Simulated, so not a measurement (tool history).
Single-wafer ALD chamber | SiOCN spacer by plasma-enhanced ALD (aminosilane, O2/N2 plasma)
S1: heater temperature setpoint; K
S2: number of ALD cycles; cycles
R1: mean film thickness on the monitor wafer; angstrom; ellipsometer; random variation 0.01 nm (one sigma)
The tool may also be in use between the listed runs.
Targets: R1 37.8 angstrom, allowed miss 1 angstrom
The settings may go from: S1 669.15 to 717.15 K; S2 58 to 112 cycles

{"run": 1, "hour": 0.0, "S1": 693.15, "S2": 85, "R1": 48.602}
{"run": 2, "hour": 8.2, "S1": 693.15, "S2": 78, "R1": 44.547}
{"run": 3, "hour": 11.7, "S1": 689.15, "S2": 78, "R1": 44.843}
{"run": 4, "hour": 19.1, "S1": 689.15, "S2": 76, "R1": 43.732}
{"run": 5, "hour": 23.3, "S1": 689.15, "S2": 75, "R1": 43.386}
{"run": 6, "hour": 30.5, "S1": 685.15, "S2": 75, "R1": 43.74}
{"run": 7, "hour": 35.4, "S1": 686.15, "S2": 74, "R1": 43.05}
{"run": 8, "hour": 36.4, "S1": 687.15, "S2": 73, "R1": 42.507}
{"run": 9, "hour": 37.8, "S1": 688.15, "S2": 72, "R1": 41.769}
{"run": 10, "hour": 38.5, "S1": 699.15, "S2": 65, "R1": 36.387}

Which of these 5 next moves meets every target?
{"run": "A", "hour": 39.2, "S1": 704.15, "S2": 61, "R1": "?"}
{"run": "B", "hour": 39.2, "S1": 693.15, "S2": 62, "R1": "?"}
{"run": "C", "hour": 39.2, "S1": 711.15, "S2": 63, "R1": "?"}
{"run": "D", "hour": 39.2, "S1": 692.15, "S2": 60, "R1": "?"}
{"run": "E", "hour": 39.2, "S1": 705.15, "S2": 69, "R1": "?"}

move=A R1=33.648
move=B R1=35.29
move=C R1=34.047
move=D R1=34.248
move=E R1=37.951
A: further off than the last run
B: further off than the last run
C: further off than the last run
D: further off than the last run
E: meets every target
The right move is E.
